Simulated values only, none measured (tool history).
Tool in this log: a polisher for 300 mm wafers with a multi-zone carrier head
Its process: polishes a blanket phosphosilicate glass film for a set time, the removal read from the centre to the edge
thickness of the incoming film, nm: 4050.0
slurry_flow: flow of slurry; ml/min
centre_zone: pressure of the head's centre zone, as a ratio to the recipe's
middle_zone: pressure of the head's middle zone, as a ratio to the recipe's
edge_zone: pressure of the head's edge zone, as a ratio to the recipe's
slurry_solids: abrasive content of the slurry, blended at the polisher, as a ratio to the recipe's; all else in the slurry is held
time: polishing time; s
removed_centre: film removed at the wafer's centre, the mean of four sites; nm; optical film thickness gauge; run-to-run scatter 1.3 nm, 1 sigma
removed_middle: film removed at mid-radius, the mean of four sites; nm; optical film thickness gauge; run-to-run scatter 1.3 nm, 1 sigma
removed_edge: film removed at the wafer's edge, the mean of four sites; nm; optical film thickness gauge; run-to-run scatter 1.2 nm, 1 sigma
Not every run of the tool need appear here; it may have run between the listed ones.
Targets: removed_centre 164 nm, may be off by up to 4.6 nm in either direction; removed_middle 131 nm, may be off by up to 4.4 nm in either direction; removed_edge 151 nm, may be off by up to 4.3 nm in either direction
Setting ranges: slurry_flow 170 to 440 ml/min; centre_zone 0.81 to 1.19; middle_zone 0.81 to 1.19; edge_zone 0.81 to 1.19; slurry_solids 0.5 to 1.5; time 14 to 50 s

Run 1, hour 0: slurry_flow 280 ml/min, centre_zone 1, middle_zone 1, edge_zone 1, slurry_solids 1, time 32 s. Result: removed_centre 156.44 nm, removed_middle 153.53 nm, removed_edge 156.86 nm.
Run 2, hour 3.5: slurry_flow 280 ml/min, centre_zone 1, middle_zone 1, edge_zone 1, slurry_solids 1, time 40 s. Result: removed_centre 193.7 nm, removed_middle 195.89 nm, removed_edge 197.23 nm.
Run 3, hour 8.6: slurry_flow 310 ml/min, centre_zone 1, middle_zone 1, edge_zone 1, slurry_solids 1, time 40 s. Result: removed_centre 197.91 nm, removed_middle 195.33 nm, removed_edge 198.9 nm.
Run 4, hour 13: slurry_flow 335 ml/min, centre_zone 1.01, middle_zone 0.96, edge_zone 0.98, slurry_solids 0.85, time 40 s. Result: removed_centre 190.08 nm, removed_middle 181.75 nm, removed_edge 184.61 nm.
Run 5, hour 18.2: slurry_flow 330 ml/min, centre_zone 1.03, middle_zone 0.92, edge_zone 1, slurry_solids 0.75, time 39 s. Result: removed_centre 176.45 nm, removed_middle 160.6 nm, removed_edge 171.55 nm.
Run 6, hour 26.1: slurry_flow 330 ml/min, centre_zone 1.03, middle_zone 0.92, edge_zone 1, slurry_solids 0.75, time 42 s. Result: removed_centre 188.47 nm, removed_middle 171.97 nm, removed_edge 185.58 nm.
Run 7, hour 34.3: slurry_flow 305 ml/min, centre_zone 1.05, middle_zone 0.89, edge_zone 0.98, slurry_solids 0.7, time 42 s. Result: removed_centre 186.19 nm, removed_middle 160.38 nm, removed_edge 179.89 nm.
At hour 39.9: worn pad replaced by a new one.
Run 8, hour 39.9: slurry_flow 300 ml/min, centre_zone 1.05, middle_zone 0.87, edge_zone 0.95, slurry_solids 0.65, time 42 s. Result: removed_centre 196.53 nm, removed_middle 166 nm, removed_edge 187.66 nm.
Run 9, hour 48.4: slurry_flow 310 ml/min, centre_zone 1.08, middle_zone 0.88, edge_zone 1, slurry_solids 0.6, time 42 s. Result: removed_centre 195.21 nm, removed_middle 161.01 nm, removed_edge 184.52 nm.

Which one of the following 5 next-run settings gets every result inside its allowed miss? There is exactly one.
Run A, hour 56.9: slurry_flow 280 ml/min, centre_zone 1.05, middle_zone 0.81, edge_zone 1.05, slurry_solids 0.55, time 38 s. Result: removed_centre ?, removed_middle ?, removed_edge ?.
Run B, hour 56.9: slurry_flow 295 ml/min, centre_zone 1.01, middle_zone 0.82, edge_zone 1.03, slurry_solids 0.5, time 39 s. Result: removed_centre ?, removed_middle ?, removed_edge ?.
Run C, hour 56.9: slurry_flow 280 ml/min, centre_zone 1.05, middle_zone 0.81, edge_zone 1.03, slurry_solids 0.5, time 37 s. Result: removed_centre ?, removed_middle ?, removed_edge ?.
Run D, hour 56.9: slurry_flow 240 ml/min, centre_zone 1.12, middle_zone 0.81, edge_zone 1.16, slurry_solids 0.5, time 38 s. Result: removed_centre ?, removed_middle ?, removed_edge ?.
Run E, hour 56.9: slurry_flow 385 ml/min, centre_zone 1.12, middle_zone 0.89, edge_zone 1.06, slurry_solids 0.55, time 35 s. Result: removed_centre ?, removed_middle ?, removed_edge ?.

move  removed_centre  removed_middle  removed_edge
   A          166.02          130.14        159.99
   B           157.3           129.4        155.89
   C          154.47          121.09        147.46
   D          166.94          122.74        159.27
   E          167.45          131.95        150.54
A: gains on the last run, yet a result remains outside its allowed miss
B: gains on the last run, yet a result remains outside its allowed miss
C: brings the last run's worst result on target, with another outside its allowed miss
D: gains on the last run, yet a result remains outside its allowed miss
E: each result inside its tolerance
Answer: E
